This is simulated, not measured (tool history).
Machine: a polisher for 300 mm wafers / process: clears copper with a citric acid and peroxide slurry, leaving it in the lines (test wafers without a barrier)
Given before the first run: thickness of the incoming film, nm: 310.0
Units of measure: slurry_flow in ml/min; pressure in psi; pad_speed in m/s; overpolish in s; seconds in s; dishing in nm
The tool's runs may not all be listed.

{"run": 1, "hour": 0.0, "slurry_flow": 120, "pressure": 2.8, "pad_speed": 0.94, "slurry_solids": 1.0, "overpolish": 13, "seconds": 192.31, "dishing": 14.393}
{"run": 2, "hour": 7.2, "slurry_flow": 115, "pressure": 2.7, "pad_speed": 0.94, "slurry_solids": 1.0, "overpolish": 15, "seconds": 199.39, "dishing": 16.523}
{"run": 3, "hour": 11.1, "slurry_flow": 110, "pressure": 2.6, "pad_speed": 0.94, "slurry_solids": 1.0, "overpolish": 16, "seconds": 207.62, "dishing": 16.951}
{"run": 4, "hour": 16.8, "slurry_flow": 110, "pressure": 2.6, "pad_speed": 0.94, "slurry_solids": 1.2, "overpolish": 16, "seconds": 201.98, "dishing": 16.21}
{"run": 5, "hour": 22.4, "slurry_flow": 105, "pressure": 2.5, "pad_speed": 0.94, "slurry_solids": 1.2, "overpolish": 17, "seconds": 210.07, "dishing": 17.759}
{"run": 6, "hour": 29.1, "slurry_flow": 105, "pressure": 2.0, "pad_speed": 0.94, "slurry_solids": 1.2, "overpolish": 17, "seconds": 255.15, "dishing": 14.627}
{"run": 7, "hour": 34.2, "slurry_flow": 110, "pressure": 2.1, "pad_speed": 0.94, "slurry_solids": 1.2, "overpolish": 17, "seconds": 244.22, "dishing": 14.684}

Run 8 comes next. What will it give?
{"run": 8, "hour": 42.6, "slurry_flow": 110, "pressure": 2.2, "pad_speed": 0.94, "slurry_solids": 1.2, "overpolish": 17, "seconds": "?", "dishing": "?"}

{"run 8": {"seconds": 235.7, "dishing": 15.576}}

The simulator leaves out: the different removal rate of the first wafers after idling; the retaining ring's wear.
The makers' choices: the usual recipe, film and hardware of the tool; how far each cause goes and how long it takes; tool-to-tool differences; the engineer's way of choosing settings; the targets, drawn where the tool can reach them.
